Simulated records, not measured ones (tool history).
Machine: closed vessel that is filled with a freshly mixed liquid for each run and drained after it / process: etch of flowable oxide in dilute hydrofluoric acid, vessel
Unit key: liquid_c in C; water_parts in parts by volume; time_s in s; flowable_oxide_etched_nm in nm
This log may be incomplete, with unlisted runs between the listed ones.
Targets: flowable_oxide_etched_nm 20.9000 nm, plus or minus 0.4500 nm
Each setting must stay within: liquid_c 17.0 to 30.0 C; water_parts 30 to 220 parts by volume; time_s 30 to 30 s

Run 1, hour 0.0: liquid_c 22.0 C, water_parts 125 parts by volume, time_s 30 s. Result: flowable_oxide_etched_nm 7.7177 nm.
Run 2, hour 3.9: liquid_c 23.0 C, water_parts 115 parts by volume, time_s 30 s. Result: flowable_oxide_etched_nm 8.8180 nm.
Run 3, hour 10.9: liquid_c 19.5 C, water_parts 115 parts by volume, time_s 30 s. Result: flowable_oxide_etched_nm 7.6819 nm.
Run 4, hour 13.9: liquid_c 17.0 C, water_parts 115 parts by volume, time_s 30 s. Result: flowable_oxide_etched_nm 6.9013 nm.
Run 5, hour 23.1: liquid_c 18.5 C, water_parts 105 parts by volume, time_s 30 s. Result: flowable_oxide_etched_nm 8.1191 nm.
Run 6, hour 29.0: liquid_c 20.0 C, water_parts 100 parts by volume, time_s 30 s. Result: flowable_oxide_etched_nm 9.2397 nm.
Run 7, hour 38.3: liquid_c 21.5 C, water_parts 95 parts by volume, time_s 30 s. Result: flowable_oxide_etched_nm 10.3510 nm.
At hour 44.7: hydrofluoric acid flow meter replaced.
Run 8, hour 44.7: liquid_c 22.5 C, water_parts 90 parts by volume, time_s 30 s. Result: flowable_oxide_etched_nm 12.5580 nm.
Run 9, hour 46.0: liquid_c 23.5 C, water_parts 90 parts by volume, time_s 30 s. Result: flowable_oxide_etched_nm 13.1090 nm.

Exercise: of the 4 proposed moves below, exactly one satisfies all targets within the stated allowed misses. Which move is it?
Run A, hour 47.3: liquid_c 21.0 C, water_parts 50 parts by volume, time_s 30 s. Result: flowable_oxide_etched_nm ?.
Run B, hour 47.3: liquid_c 26.5 C, water_parts 65 parts by volume, time_s 30 s. Result: flowable_oxide_etched_nm ?.
Run C, hour 47.3: liquid_c 23.0 C, water_parts 55 parts by volume, time_s 30 s. Result: flowable_oxide_etched_nm ?.
Run D, hour 47.3: liquid_c 26.5 C, water_parts 60 parts by volume, time_s 30 s. Result: flowable_oxide_etched_nm ?.

move  flowable_oxide_etched_nm
   A                   22.2300
   B                   21.0090
   C                   21.8300
   D                   22.9180
A: the result that was furthest off in the last run now lies on the other side of its target
B: all results in spec
C: the result that was furthest off in the last run now lies on the other side of its target
D: the result that was furthest off in the last run now lies on the other side of its target
B is the move that brings every result within its allowed miss.
